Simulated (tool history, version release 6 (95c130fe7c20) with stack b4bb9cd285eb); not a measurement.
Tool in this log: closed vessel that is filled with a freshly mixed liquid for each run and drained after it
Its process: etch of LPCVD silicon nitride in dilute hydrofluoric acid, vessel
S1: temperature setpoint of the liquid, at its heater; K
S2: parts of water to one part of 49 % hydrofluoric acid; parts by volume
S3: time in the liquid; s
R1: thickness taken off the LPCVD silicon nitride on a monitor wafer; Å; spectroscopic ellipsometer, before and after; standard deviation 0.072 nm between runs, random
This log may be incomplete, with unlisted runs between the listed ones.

{"run": 1, "hour": 0.0, "S1": 297.15, "S2": 45, "S3": 1155, "R1": 103.89}
{"run": 2, "hour": 7.9, "S1": 296.65, "S2": 45, "S3": 1155, "R1": 102.71}
{"run": 3, "hour": 8.8, "S1": 296.65, "S2": 35, "S3": 1155, "R1": 129.68}
{"run": 4, "hour": 12.6, "S1": 296.65, "S2": 35, "S3": 1230, "R1": 137.64}
{"run": 5, "hour": 13.9, "S1": 295.65, "S2": 35, "S3": 1230, "R1": 128.4}
{"run": 6, "hour": 21.6, "S1": 295.65, "S2": 45, "S3": 1230, "R1": 100.05}
{"run": 7, "hour": 25.7, "S1": 295.15, "S2": 45, "S3": 1230, "R1": 97.416}
{"run": 8, "hour": 30.9, "S1": 294.65, "S2": 45, "S3": 1230, "R1": 94.336}
{"run": 9, "hour": 33.7, "S1": 294.15, "S2": 45, "S3": 1230, "R1": 91.583}
{"run": 10, "hour": 40.2, "S1": 293.65, "S2": 45, "S3": 1230, "R1": 87.216}
{"run": 11, "hour": 41.0, "S1": 293.65, "S2": 45, "S3": 1230, "R1": 89.681}

The next listed run, before its measurement:
{"run": 12, "hour": 42.4, "S1": 293.15, "S2": 45, "S3": 1230, "R1": "?"}

Run 12 measured R1 84.857 Å.

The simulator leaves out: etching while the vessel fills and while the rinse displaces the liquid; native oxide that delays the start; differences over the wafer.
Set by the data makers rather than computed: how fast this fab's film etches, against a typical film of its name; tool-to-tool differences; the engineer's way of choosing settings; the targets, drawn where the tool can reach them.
